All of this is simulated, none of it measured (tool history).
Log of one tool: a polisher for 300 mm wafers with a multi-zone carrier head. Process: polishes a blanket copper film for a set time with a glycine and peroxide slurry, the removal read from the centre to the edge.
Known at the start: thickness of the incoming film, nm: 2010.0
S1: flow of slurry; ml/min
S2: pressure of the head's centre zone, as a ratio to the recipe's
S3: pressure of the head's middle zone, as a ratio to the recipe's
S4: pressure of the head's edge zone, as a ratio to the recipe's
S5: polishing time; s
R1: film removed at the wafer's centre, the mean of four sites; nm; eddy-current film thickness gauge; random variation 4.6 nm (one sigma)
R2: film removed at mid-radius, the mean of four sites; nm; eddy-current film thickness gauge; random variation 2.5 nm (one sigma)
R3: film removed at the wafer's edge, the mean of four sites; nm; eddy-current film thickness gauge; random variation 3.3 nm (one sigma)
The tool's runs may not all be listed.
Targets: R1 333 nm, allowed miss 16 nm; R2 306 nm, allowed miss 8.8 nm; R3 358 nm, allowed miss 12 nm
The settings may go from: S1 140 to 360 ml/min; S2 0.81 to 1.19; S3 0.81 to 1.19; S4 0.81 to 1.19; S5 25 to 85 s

run	hour	S1	S2	S3	S4	S5	R1	R2	R3
1	0	230	1	1	1	55	291.66	303.73	300.79
2	1.7	240	1.02	0.97	1.06	56	303.68	295.76	318.07
3	9.6	250	1.03	0.97	1.1	57	313.5	307.46	328.74
4	15.2	250	1.03	0.97	1.02	57	315.18	307.08	314.08
5	17.4	250	1.03	0.97	0.97	57	314.86	311.19	309.22
6	24.6	250	1.03	0.97	0.97	66	366.26	359.14	358.97
7	28	235	1.01	0.93	0.98	66	364.44	341.58	354.41
8	32	220	0.98	0.91	1.01	66	349.85	333.78	357.41
9	32.8	210	0.97	0.89	1.03	66	349.06	327.01	361.16
10	34.3	205	0.96	0.87	1.04	66	335.41	321.09	360.57
11	40.8	200	0.96	0.86	1.04	66	339.95	322.57	361.95

Which of these 4 next moves meets every target?
A	47.3	170	1.05	0.82	1.03	67	?	?	?
B	47.3	230	1.02	0.88	1.15	61	?	?	?
C	47.3	175	0.89	0.83	1.19	67	?	?	?
D	47.3	195	0.83	0.86	1.08	69	?	?	?

move	R1	R2	R3
A	357.38	305.36	355.07
B	332.02	305.77	352.66
C	304.17	309.71	383.36
D	297.53	332.96	380.1
A: brings the result that was furthest off to its target, and leaves another outside
B: meets every target
C: brings the result that was furthest off to its target, and leaves another outside
D: further off than the last run
Answer: B

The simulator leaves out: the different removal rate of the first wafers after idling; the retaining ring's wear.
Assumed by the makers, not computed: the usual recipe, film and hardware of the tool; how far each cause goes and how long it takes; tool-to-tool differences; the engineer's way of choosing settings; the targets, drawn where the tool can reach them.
